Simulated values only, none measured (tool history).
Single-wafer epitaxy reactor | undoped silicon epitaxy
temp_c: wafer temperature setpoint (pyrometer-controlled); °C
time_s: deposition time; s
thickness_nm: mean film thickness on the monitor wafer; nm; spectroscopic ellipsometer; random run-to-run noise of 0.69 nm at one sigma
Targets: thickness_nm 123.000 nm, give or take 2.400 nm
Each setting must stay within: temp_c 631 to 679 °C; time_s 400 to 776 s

{"run": 1, "hour": 0.0, "temp_c": 655, "time_s": 588, "thickness_nm": 109.76}
{"run": 2, "hour": 7.4, "temp_c": 649, "time_s": 588, "thickness_nm": 94.661}
{"run": 3, "hour": 15.4, "temp_c": 650, "time_s": 588, "thickness_nm": 96.327}
{"run": 4, "hour": 20.0, "temp_c": 644, "time_s": 588, "thickness_nm": 84.073}
{"run": 5, "hour": 27.5, "temp_c": 644, "time_s": 621, "thickness_nm": 88.869}
{"run": 6, "hour": 36.1, "temp_c": 644, "time_s": 669, "thickness_nm": 95.024}
{"run": 7, "hour": 38.5, "temp_c": 645, "time_s": 669, "thickness_nm": 97.828}
{"run": 8, "hour": 42.5, "temp_c": 646, "time_s": 669, "thickness_nm": 100.04}
{"run": 9, "hour": 43.8, "temp_c": 647, "time_s": 669, "thickness_nm": 100.95}
{"run": 10, "hour": 51.0, "temp_c": 648, "time_s": 669, "thickness_nm": 104.94}
{"run": 11, "hour": 57.2, "temp_c": 649, "time_s": 669, "thickness_nm": 106.98}
{"run": 12, "hour": 62.6, "temp_c": 650, "time_s": 669, "thickness_nm": 111.22}
{"run": 13, "hour": 69.9, "temp_c": 652, "time_s": 669, "thickness_nm": 115.22}

Pick the move, out of 5, that brings all results within their allowed miss; only one does.
{"run": "A", "hour": 77.2, "temp_c": 650, "time_s": 641, "thickness_nm": "?"}
{"run": "B", "hour": 77.2, "temp_c": 654, "time_s": 672, "thickness_nm": "?"}
{"run": "C", "hour": 77.2, "temp_c": 649, "time_s": 699, "thickness_nm": "?"}
{"run": "D", "hour": 77.2, "temp_c": 645, "time_s": 738, "thickness_nm": "?"}
{"run": "E", "hour": 77.2, "temp_c": 654, "time_s": 716, "thickness_nm": "?"}

move=A thickness_nm=106.230
move=B thickness_nm=122.960
move=C thickness_nm=113.000
move=D thickness_nm=107.920
move=E thickness_nm=131.010
A: its largest miss is bigger than the last run's
B: every result lands within tolerance
C: its largest miss is bigger than the last run's
D: its largest miss is bigger than the last run's
E: takes the biggest miss from the last run beyond its target
Answer: B

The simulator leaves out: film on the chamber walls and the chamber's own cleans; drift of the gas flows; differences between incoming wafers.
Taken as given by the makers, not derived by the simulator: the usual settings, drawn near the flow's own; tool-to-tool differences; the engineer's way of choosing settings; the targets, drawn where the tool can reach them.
